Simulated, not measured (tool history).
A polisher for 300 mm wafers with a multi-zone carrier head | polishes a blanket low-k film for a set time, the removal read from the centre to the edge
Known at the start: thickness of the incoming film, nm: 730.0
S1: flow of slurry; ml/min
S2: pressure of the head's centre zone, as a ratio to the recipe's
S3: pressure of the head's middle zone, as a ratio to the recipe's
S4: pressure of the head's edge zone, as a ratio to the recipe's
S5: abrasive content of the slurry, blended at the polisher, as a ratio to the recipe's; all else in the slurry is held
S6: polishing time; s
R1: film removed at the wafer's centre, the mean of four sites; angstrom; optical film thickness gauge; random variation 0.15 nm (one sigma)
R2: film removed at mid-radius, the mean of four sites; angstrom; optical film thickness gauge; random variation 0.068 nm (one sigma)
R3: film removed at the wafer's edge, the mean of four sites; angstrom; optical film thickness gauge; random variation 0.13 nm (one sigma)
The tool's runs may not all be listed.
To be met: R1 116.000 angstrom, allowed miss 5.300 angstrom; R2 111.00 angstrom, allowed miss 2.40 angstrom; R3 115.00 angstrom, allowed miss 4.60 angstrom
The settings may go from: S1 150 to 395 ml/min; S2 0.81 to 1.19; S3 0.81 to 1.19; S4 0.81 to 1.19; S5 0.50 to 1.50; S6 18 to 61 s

run	hour	S1	S2	S3	S4	S5	S6	R1	R2	R3
1	0.0	250	1.00	1.00	1.00	1.00	39	173.020	174.50	179.17
2	9.0	250	1.00	1.08	1.00	1.00	39	169.630	183.59	179.52
3	15.1	245	0.99	1.05	0.98	0.90	38	159.490	168.39	163.83
4	23.2	245	0.99	1.05	0.98	0.90	44	185.400	194.80	189.20
5	28.2	245	1.04	1.05	0.98	0.90	44	196.630	196.21	191.00
6	28.9	240	1.01	1.02	0.96	0.85	42	177.550	180.42	176.75
7	35.1	240	1.01	1.00	0.95	0.80	40	165.020	166.55	166.00
8	43.8	220	1.03	0.90	0.85	0.55	29	108.430	101.11	102.98
9	44.5	235	1.03	0.91	0.87	0.55	29	109.280	101.95	105.06
10	51.4	245	1.03	0.92	0.88	0.55	29	110.040	103.79	105.54
11	59.0	255	1.03	0.93	0.90	0.55	29	110.220	104.71	106.61
12	60.7	260	1.03	0.93	0.91	0.55	29	111.380	105.41	106.81
13	68.8	265	1.03	0.93	0.93	0.55	29	110.540	104.81	108.76
14	71.7	275	1.03	0.94	0.94	0.55	29	114.410	105.85	108.90
15	74.3	280	1.02	0.95	0.95	0.55	29	110.490	106.22	109.36
16	78.4	285	1.02	0.95	0.96	0.55	29	112.200	106.37	109.32
17	85.3	285	1.02	0.95	0.97	0.55	29	110.910	107.11	111.59
18	92.8	290	1.02	0.95	0.98	0.55	29	110.070	107.59	112.43

4 next moves are on the table. One of them brings every result within its allowed miss. Which?
A	100.3	365	1.01	0.94	0.96	0.60	29	?	?	?
B	100.3	335	0.88	1.04	0.99	0.55	28	?	?	?
C	100.3	310	1.05	1.00	0.91	0.50	29	?	?	?
D	100.3	240	0.93	0.96	0.94	0.50	29	?	?	?

move	R1	R2	R3
A	114.420	111.44	114.88
B	93.134	110.83	109.14
C	111.390	108.35	105.31
D	95.355	102.69	104.56
A: meets every target
B: brings the result that was furthest off to its target, and leaves another outside
C: further off than the last run
D: further off than the last run
Answer: A

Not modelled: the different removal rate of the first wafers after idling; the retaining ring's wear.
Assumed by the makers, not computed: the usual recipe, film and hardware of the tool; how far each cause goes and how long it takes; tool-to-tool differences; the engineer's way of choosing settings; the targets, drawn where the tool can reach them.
